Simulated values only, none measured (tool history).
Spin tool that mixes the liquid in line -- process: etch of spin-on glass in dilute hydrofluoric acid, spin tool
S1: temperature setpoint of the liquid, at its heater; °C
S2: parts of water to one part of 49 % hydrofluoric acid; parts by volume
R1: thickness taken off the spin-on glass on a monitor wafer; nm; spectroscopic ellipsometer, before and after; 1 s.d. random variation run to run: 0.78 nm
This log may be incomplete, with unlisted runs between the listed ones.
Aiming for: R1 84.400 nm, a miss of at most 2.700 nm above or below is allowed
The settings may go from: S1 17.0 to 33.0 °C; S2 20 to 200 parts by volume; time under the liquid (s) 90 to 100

Run 1, day 0.000: S1 25.0 °C, S2 110 parts by volume, time under the liquid (s) 90. Result: R1 39.273 nm.
Run 2, day 0.354: S1 25.0 °C, S2 110 parts by volume, time under the liquid (s) 100. Result: R1 44.204 nm.
Run 3, day 0.562: S1 26.5 °C, S2 100 parts by volume, time under the liquid (s) 100. Result: R1 52.093 nm.
Run 4, day 0.746: S1 28.0 °C, S2 95 parts by volume, time under the liquid (s) 100. Result: R1 57.886 nm.
Run 5, day 0.946: S1 29.0 °C, S2 90 parts by volume, time under the liquid (s) 100. Result: R1 65.027 nm.
Run 6, day 1.029: S1 29.0 °C, S2 90 parts by volume, time under the liquid (s) 90. Result: R1 57.139 nm.
Run 7, day 1.404: S1 30.0 °C, S2 85 parts by volume, time under the liquid (s) 90. Result: R1 64.579 nm.
Run 8, day 1.725: S1 30.5 °C, S2 80 parts by volume, time under the liquid (s) 90. Result: R1 70.717 nm.
Run 9, day 1.888: S1 31.0 °C, S2 80 parts by volume, time under the liquid (s) 90. Result: R1 71.089 nm.
Run 10, day 2.212: S1 31.5 °C, S2 80 parts by volume, time under the liquid (s) 90. Result: R1 72.976 nm.
Run 11, day 2.546: S1 32.0 °C, S2 80 parts by volume, time under the liquid (s) 90. Result: R1 73.353 nm.

Of the 5 settings listed for the next run, only one would bring every result within its allowed miss of target. Which one?
Run A, day 2.879: S1 27.0 °C, S2 60 parts by volume, time under the liquid (s) 90. Result: R1 ?.
Run B, day 2.879: S1 32.0 °C, S2 70 parts by volume, time under the liquid (s) 95. Result: R1 ?.
Run C, day 2.879: S1 33.0 °C, S2 75 parts by volume, time under the liquid (s) 100. Result: R1 ?.
Run D, day 2.879: S1 32.5 °C, S2 100 parts by volume, time under the liquid (s) 95. Result: R1 ?.
Run E, day 2.879: S1 30.5 °C, S2 90 parts by volume, time under the liquid (s) 95. Result: R1 ?.

move      R1
   A  83.838
   B  90.761
   C  91.862
   D  61.828
   E  64.727
A: all results land within tolerance of their targets
B: moves the result that the last run missed by most past its target, out the other side
C: moves the result that the last run missed by most past its target, out the other side
D: the biggest miss grows against the last run
E: the biggest miss grows against the last run
Move A is the one to make.

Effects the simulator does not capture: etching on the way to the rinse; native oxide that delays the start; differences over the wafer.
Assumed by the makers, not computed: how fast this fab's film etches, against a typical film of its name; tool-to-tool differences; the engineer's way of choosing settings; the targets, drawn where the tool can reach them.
